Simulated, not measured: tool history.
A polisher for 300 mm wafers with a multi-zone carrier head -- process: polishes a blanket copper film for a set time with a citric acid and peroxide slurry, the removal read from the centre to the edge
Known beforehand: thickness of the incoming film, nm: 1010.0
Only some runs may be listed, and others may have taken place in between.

run,hour,flow of slurry (ml/min),pressure of the head's centre zone,pressure of the head's middle zone,pressure of the head's edge zone,abrasive content of the slurry,polishing time (s),film removed at the wafer's centre (nm),film removed at mid-radius (nm),film removed at the wafer's edge (nm)
1,0,160,1,1,1,1,63,172.03,176.79,169.29
2,8.5,160,0.94,1,1,1,63,163.44,173.67,168.1
3,14.7,160,0.94,1,1,1,49,126.31,136.26,129.93
4,19.6,180,0.94,1,1,1,49,127.64,139.31,131.63
5,25.1,185,1.02,1.03,1.04,1.15,52,154.41,155.22,147.78
# hour 29.6: edge zone pressure recalibrated
6,29.6,195,1.05,1.08,1.07,1.25,54,168.27,171.04,167.78
7,32.4,210,1.09,1.12,1.05,1.35,55,180.75,183.26,171.48
8,40.4,220,1.12,1.14,1.05,1.4,56,191.81,195.22,175.69
9,44.4,225,1.14,1.15,1.07,1.45,56,201.81,197.68,181.42

What does the tool deliver on the next run?
10,48.9,245,1.15,1.19,1.09,1.5,56,?,?,?

Run 10 yielded film removed at the wafer's centre (nm) 204.94, film removed at mid-radius (nm) 203.35, film removed at the wafer's edge (nm) 185.21.

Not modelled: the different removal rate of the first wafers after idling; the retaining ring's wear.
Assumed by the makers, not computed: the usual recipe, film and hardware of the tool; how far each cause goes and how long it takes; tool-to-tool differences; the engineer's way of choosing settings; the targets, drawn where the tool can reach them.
